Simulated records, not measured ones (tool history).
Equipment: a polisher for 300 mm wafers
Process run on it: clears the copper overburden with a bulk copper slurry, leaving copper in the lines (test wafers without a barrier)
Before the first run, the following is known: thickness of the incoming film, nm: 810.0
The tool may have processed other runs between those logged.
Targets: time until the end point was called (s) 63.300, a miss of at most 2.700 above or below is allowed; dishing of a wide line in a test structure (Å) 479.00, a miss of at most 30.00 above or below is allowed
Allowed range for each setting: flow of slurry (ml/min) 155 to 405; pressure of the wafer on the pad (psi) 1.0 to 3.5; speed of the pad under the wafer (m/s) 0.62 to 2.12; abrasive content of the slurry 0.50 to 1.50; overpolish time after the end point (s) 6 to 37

run	hour	flow of slurry (ml/min)	pressure of the wafer on the pad (psi)	speed of the pad under the wafer (m/s)	abrasive content of the slurry	overpolish time after the end point (s)	time until the end point was called (s)	dishing of a wide line in a test structure (Å)
1	0.0	260	2.2	1.36	1.00	19	76.182	746.63
2	3.3	260	2.2	1.36	1.00	25	74.092	815.37
3	11.9	260	2.2	1.36	1.10	25	74.427	807.21
4	15.8	285	2.0	1.50	1.15	22	69.865	791.64
5	16.4	260	1.8	1.62	1.20	19	72.404	746.66
6	20.8	285	1.7	1.68	1.25	17	70.630	696.58
7	24.1	305	1.6	1.74	1.30	15	70.671	675.90
8	30.7	325	1.5	1.80	1.35	13	71.134	601.85
9	39.4	340	1.5	1.82	1.40	12	69.150	613.21
10	48.2	350	1.5	1.88	1.35	11	66.837	582.74
11	51.1	405	1.6	2.02	1.10	6	61.929	415.04
12	51.8	405	1.6	2.02	1.10	6	61.931	414.25
13	56.6	400	1.6	2.02	1.10	6	62.319	426.26
14	61.5	395	1.6	2.02	1.10	6	63.299	426.05
15	66.8	390	1.6	2.00	1.10	12	63.514	634.22
16	69.4	390	1.6	1.98	1.10	11	63.162	590.38
17	71.7	385	1.6	1.96	1.10	11	65.442	596.13
18	80.0	380	1.6	1.94	1.10	11	66.197	602.53
19	86.1	375	1.6	1.92	1.10	11	65.324	591.72
20	90.4	375	1.6	1.90	1.10	11	65.873	597.80
21	95.0	365	1.6	1.90	1.10	11	66.062	581.95
22	96.5	295	1.6	2.06	1.10	6	63.642	414.10

Consider the 4 candidate settings below. Which is the only one whose results all fall within their allowed miss of target?
A	98.0	245	1.8	1.96	1.00	9	?	?
B	98.0	300	1.6	1.96	1.35	9	?	?
C	98.0	285	2.0	1.80	1.00	7	?	?
D	98.0	280	1.5	2.12	1.05	6	?	?

move	time until the end point was called (s)	dishing of a wide line in a test structure (Å)
A	63.793	562.45
B	63.669	555.87
C	62.678	490.05
D	65.750	416.35
A: takes the result that was furthest off past its target
B: takes the result that was furthest off past its target
C: meets every target
D: no better and no worse than the last run
So the answer is move C, the one that meets all the targets.
